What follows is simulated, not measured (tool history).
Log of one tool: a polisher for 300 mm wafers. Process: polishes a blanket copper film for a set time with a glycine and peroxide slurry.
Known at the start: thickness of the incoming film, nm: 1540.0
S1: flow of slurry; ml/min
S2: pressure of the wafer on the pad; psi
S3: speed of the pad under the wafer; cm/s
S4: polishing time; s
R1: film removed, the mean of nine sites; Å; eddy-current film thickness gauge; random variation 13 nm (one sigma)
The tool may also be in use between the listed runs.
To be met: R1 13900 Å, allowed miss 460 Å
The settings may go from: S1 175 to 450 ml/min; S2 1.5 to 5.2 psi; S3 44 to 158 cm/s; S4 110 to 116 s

run    day   S1   S2   S3   S4      R1
  1      0  290  3.3  100  110  7830.7
  2  0.329  345  3.3  100  110  7987.8
  3  0.421  345  3.5  100  110  8240.9
  4  0.638  300  3.5  100  110  8301.2
  5  0.804  300  3.7  102  110  8804.9
  6  1.067  270  3.7  102  110  8831.8
  7   1.15  270  3.9  104  110  9289.4
  8  1.279  270    4  106  110  9558.3
  9  1.371  270    4  106  110  9702.9
 10  1.604  270  4.1  108  110   10114
 11  1.829  270  4.2  108  110   10269
 12  2.158  270  4.3  110  110   10844
 13  2.383  270  4.4  110  110   10877
 14  2.442  270  4.5  112  110   11190

4 next moves are on the table. One of them brings every result within its allowed miss. Which?
  A  2.5  285  5.2  112  116   ?
  B  2.5  290  4.9  114  115   ?
  C  2.5  275  4.9  136  116   ?
  D  2.5  235  4.8  120  110   ?

move     R1
   A  13741
   B  13141
   C  15482
   D  12616
A: meets every target
B: nearer than the last run, and not there yet
C: takes the result that was furthest off past its target
D: nearer than the last run, and not there yet
The right move is A.
